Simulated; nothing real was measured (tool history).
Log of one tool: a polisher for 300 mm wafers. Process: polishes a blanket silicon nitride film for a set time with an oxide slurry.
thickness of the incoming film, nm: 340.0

run	hour	flow of slurry (ml/min)	pressure of the wafer on the pad (psi)	speed of the pad under the wafer (m/s)	abrasive content of the slurry	polishing time (s)	film removed (Å)
1	0	185	3.8	1.28	1	61	508.85
2	7.4	185	3.5	1.28	1	61	470.84
3	8.5	185	3.3	1.28	1	61	436.39
4	9.5	140	3.3	1.28	1	61	414.33
5	18	140	3.3	1.28	0.9	61	400.11
6	24.8	140	3.7	1.28	0.9	61	441.46
7	32.2	140	3.5	1.28	0.9	61	421.27
8	39.4	140	3.5	1.28	0.9	61	429.75
9	40.5	140	3.4	1.28	0.9	61	411.2

The next listed run, before its measurement:
10	49.2	140	3.4	1.28	0.9	61	?

Run 10 gave film removed (Å) 409.44.
